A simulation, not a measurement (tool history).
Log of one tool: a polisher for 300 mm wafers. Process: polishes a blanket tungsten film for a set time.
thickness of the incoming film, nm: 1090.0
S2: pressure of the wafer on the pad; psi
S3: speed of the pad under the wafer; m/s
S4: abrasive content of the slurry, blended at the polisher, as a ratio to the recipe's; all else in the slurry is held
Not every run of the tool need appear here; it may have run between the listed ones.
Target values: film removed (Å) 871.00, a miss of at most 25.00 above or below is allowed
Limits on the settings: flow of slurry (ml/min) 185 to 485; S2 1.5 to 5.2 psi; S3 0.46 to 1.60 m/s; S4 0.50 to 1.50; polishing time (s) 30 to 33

Run 1, hour 0.0: flow of slurry (ml/min) 310, S2 3.3 psi, S3 1.02 m/s, S4 1.00, polishing time (s) 33. Result: film removed (Å) 1250.30.
Run 2, hour 5.8: flow of slurry (ml/min) 310, S2 3.3 psi, S3 1.02 m/s, S4 1.00, polishing time (s) 33. Result: film removed (Å) 1214.20.
Run 3, hour 14.1: flow of slurry (ml/min) 310, S2 3.3 psi, S3 1.02 m/s, S4 1.00, polishing time (s) 30. Result: film removed (Å) 1129.20.
Run 4, hour 19.7: flow of slurry (ml/min) 310, S2 3.3 psi, S3 1.18 m/s, S4 1.00, polishing time (s) 30. Result: film removed (Å) 1299.80.
Run 5, hour 21.7: flow of slurry (ml/min) 240, S2 3.3 psi, S3 1.18 m/s, S4 1.00, polishing time (s) 30. Result: film removed (Å) 1285.20.
Run 6, hour 26.7: flow of slurry (ml/min) 240, S2 3.3 psi, S3 1.36 m/s, S4 1.00, polishing time (s) 30. Result: film removed (Å) 1475.30.
Run 7, hour 30.0: flow of slurry (ml/min) 240, S2 2.9 psi, S3 1.36 m/s, S4 1.00, polishing time (s) 30. Result: film removed (Å) 1327.90.
Run 8, hour 36.4: flow of slurry (ml/min) 240, S2 2.6 psi, S3 1.36 m/s, S4 1.00, polishing time (s) 30. Result: film removed (Å) 1225.70.
Run 9, hour 41.3: flow of slurry (ml/min) 240, S2 2.4 psi, S3 1.34 m/s, S4 1.00, polishing time (s) 30. Result: film removed (Å) 1135.90.
Run 10, hour 47.2: flow of slurry (ml/min) 240, S2 2.2 psi, S3 1.34 m/s, S4 1.00, polishing time (s) 30. Result: film removed (Å) 1075.70.
Run 11, hour 55.3: flow of slurry (ml/min) 240, S2 2.0 psi, S3 1.34 m/s, S4 1.00, polishing time (s) 30. Result: film removed (Å) 1019.80.
Run 12, hour 61.2: flow of slurry (ml/min) 240, S2 1.9 psi, S3 1.34 m/s, S4 1.00, polishing time (s) 30. Result: film removed (Å) 984.94.
Run 13, hour 61.9: flow of slurry (ml/min) 240, S2 1.8 psi, S3 1.34 m/s, S4 1.00, polishing time (s) 30. Result: film removed (Å) 949.22.
Run 14, hour 70.0: flow of slurry (ml/min) 240, S2 1.7 psi, S3 1.34 m/s, S4 1.00, polishing time (s) 30. Result: film removed (Å) 905.97.

Which of these 5 next moves meets every target?
Run A, hour 78.1: flow of slurry (ml/min) 190, S2 1.5 psi, S3 1.38 m/s, S4 1.20, polishing time (s) 31. Result: film removed (Å) ?.
Run B, hour 78.1: flow of slurry (ml/min) 240, S2 1.7 psi, S3 1.30 m/s, S4 1.05, polishing time (s) 31. Result: film removed (Å) ?.
Run C, hour 78.1: flow of slurry (ml/min) 220, S2 1.6 psi, S3 1.16 m/s, S4 1.30, polishing time (s) 33. Result: film removed (Å) ?.
Run D, hour 78.1: flow of slurry (ml/min) 370, S2 1.9 psi, S3 1.02 m/s, S4 1.40, polishing time (s) 30. Result: film removed (Å) ?.
Run E, hour 78.1: flow of slurry (ml/min) 285, S2 1.6 psi, S3 1.30 m/s, S4 1.10, polishing time (s) 31. Result: film removed (Å) ?.

move  film removed (Å)
   A            940.00
   B            938.07
   C            915.61
   D            874.71
   E            934.87
A: its largest miss is bigger than the last run's
B: its largest miss is bigger than the last run's
C: its largest miss is bigger than the last run's
D: meets every target
E: its largest miss is bigger than the last run's
Move D is the one to make.
